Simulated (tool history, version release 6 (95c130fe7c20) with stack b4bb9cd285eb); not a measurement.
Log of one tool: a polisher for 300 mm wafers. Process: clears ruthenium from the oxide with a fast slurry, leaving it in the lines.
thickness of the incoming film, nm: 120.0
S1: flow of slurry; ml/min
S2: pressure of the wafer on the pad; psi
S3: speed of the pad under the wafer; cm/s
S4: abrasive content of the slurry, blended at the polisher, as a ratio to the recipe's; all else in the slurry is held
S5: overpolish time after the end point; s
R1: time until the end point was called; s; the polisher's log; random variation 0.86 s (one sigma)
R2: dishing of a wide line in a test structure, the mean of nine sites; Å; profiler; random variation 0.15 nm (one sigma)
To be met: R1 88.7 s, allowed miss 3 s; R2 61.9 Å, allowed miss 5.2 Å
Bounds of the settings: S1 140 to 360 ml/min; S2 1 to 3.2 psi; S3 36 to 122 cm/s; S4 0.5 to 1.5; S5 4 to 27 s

run,hour,S1,S2,S3,S4,S5,R1,R2
1,0,230,2.1,78,1,14,46.715,305.9
2,1.7,230,2,76,1,13,51.156,264.49
3,2.4,230,1.9,74,1,12,55.339,220.28
4,3,200,1.9,74,1,12,57.011,219.19
5,6.4,220,1.8,72,1,11,59.608,195.69
6,13.5,245,1.8,72,1,11,59.308,199.31
7,18.9,230,1.7,72,1,10,61.649,169.6
8,22.1,220,1.6,72,1,9,66.431,143.69
9,26.8,210,1.5,74,1,8,69.93,122.71
10,32.9,200,1.4,76,1,7,72.262,101.46
11,35.6,195,1.3,76,1,7,78.368,96.713
12,40.2,185,1.3,76,1,7,80.327,94.546
13,44.8,180,1.3,78,1,7,78.503,97.283
14,48.5,245,1,72,1.05,4,100.46,43.62
15,54.7,240,1,72,1.05,4,102.92,44.444
16,56.4,235,1,72,1.05,4,100.97,44.047
17,64.3,235,1,72,1.05,4,99.583,44.777
18,70.2,230,1,72,1.05,4,101.1,42.898
19,78.6,225,1,72,1.05,4,101.24,44.639

Which of these 4 next moves meets every target?
A,87,225,1.3,78,0.8,5,?,?
B,87,225,1.3,64,0.9,7,?,?
C,87,230,1.7,54,1,6,?,?
D,87,215,1.1,72,1.15,4,?,?

move,R1,R2
A,89.223,60.868
B,98.581,76.729
C,83.331,77.777
D,88.924,49.046
A: meets every target
B: nearer than the last run, and not there yet
C: takes the result that was furthest off past its target
D: brings the result that was furthest off to its target, and leaves another outside
The right move is A.

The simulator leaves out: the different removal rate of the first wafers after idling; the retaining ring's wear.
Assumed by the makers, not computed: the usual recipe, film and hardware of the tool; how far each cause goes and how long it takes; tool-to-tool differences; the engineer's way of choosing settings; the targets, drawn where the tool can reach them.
